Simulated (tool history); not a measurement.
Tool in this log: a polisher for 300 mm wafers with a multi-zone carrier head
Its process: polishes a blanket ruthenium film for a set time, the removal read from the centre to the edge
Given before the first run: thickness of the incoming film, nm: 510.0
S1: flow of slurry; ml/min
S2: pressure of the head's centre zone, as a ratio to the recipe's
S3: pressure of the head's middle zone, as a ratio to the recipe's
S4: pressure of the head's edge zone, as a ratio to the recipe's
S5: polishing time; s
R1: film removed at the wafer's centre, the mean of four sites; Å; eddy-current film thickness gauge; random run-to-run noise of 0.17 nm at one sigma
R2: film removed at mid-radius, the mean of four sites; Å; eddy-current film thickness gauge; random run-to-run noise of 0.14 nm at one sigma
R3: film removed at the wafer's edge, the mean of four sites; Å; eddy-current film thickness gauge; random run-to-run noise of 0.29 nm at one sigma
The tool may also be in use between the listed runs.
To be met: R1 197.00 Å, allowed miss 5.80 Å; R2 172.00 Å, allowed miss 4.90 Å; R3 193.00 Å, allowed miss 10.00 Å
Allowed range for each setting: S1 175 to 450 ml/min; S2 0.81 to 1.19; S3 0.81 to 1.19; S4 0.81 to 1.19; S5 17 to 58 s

run,day,S1,S2,S3,S4,S5,R1,R2,R3
1,0.000,290,1.00,1.00,1.00,37,339.90,336.41,333.12
2,0.121,290,1.00,1.00,0.93,37,342.95,335.69,329.27
3,0.150,285,0.99,0.95,0.92,31,280.77,271.07,274.56
4,0.229,285,0.99,0.98,0.92,31,281.37,277.19,272.42
5,0.317,275,0.99,0.93,0.91,27,241.41,226.38,236.28
6,0.546,275,0.95,0.93,0.91,27,232.92,232.86,240.38
7,0.725,260,0.96,0.90,0.89,25,215.95,206.92,221.95
8,0.758,255,0.97,0.88,0.87,24,211.82,194.05,209.61
9,1.075,240,0.97,0.86,0.85,24,209.41,191.13,205.69

Which one of the following 4 next-run settings gets every result inside its allowed miss? There is exactly one.
A,1.392,245,0.96,0.88,0.82,23,?,?,?
B,1.392,190,0.93,0.81,0.94,25,?,?,?
C,1.392,260,0.98,0.83,0.88,22,?,?,?
D,1.392,250,0.92,0.84,0.91,22,?,?,?

move,R1,R2,R3
A,197.11,186.55,195.06
B,202.60,185.49,216.84
C,193.43,170.83,190.94
D,180.89,172.04,192.25
A: moves toward the targets from the last run without getting all of them in spec
B: moves toward the targets from the last run without getting all of them in spec
C: all results in spec
D: corrects the largest miss of the last run, while another result sits out of spec
The move that meets every target is C.
